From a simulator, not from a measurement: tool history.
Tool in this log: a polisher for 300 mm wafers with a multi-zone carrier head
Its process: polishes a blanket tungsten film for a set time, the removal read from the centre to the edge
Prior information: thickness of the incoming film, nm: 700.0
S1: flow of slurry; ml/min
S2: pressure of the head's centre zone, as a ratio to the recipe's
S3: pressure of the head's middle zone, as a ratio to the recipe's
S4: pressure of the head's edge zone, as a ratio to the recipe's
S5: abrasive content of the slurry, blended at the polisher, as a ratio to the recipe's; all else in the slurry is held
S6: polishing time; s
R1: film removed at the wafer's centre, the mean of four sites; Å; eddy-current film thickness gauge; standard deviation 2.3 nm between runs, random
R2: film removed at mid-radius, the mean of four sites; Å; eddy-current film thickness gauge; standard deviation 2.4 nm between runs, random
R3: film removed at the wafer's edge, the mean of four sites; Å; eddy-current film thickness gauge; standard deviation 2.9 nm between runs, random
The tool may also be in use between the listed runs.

run 1 day=0 | S1=205 S2=1 S3=1 S4=1 S5=1 S6=48 | R1=2772.5 R2=2688.4 R3=2788.5
run 2 day=0.071 | S1=205 S2=1 S3=0.94 S4=1 S5=1 S6=48 | R1=2789.9 R2=2606.1 R3=2721.8
run 3 day=0.408 | S1=215 S2=0.97 S3=0.96 S4=0.94 S5=0.85 S6=47 | R1=2583.5 R2=2521.1 R3=2653.7
run 4 day=0.621 | S1=215 S2=0.97 S3=0.96 S4=0.88 S5=0.85 S6=47 | R1=2542.1 R2=2460.3 R3=2452.9
run 5 day=0.75 | S1=200 S2=0.95 S3=0.99 S4=0.86 S5=0.85 S6=46 | R1=2384.4 R2=2504.6 R3=2409.7
run 6 day=1.108 | S1=200 S2=0.95 S3=0.99 S4=0.86 S5=0.65 S6=46 | R1=2379.5 R2=2337 R3=2300.5
run 7 day=1.188 | S1=195 S2=0.94 S3=1.01 S4=0.84 S5=0.65 S6=46 | R1=2258.8 R2=2419.4 R3=2290.5

Predict the results of run 8:
run 8 day=1.496 | S1=195 S2=0.95 S3=1.02 S4=0.83 S5=0.6 S6=46 | R1=? R2=? R3=?

R1: 2242.4 Å
R2: 2329.4 Å
R3: 2272 Å
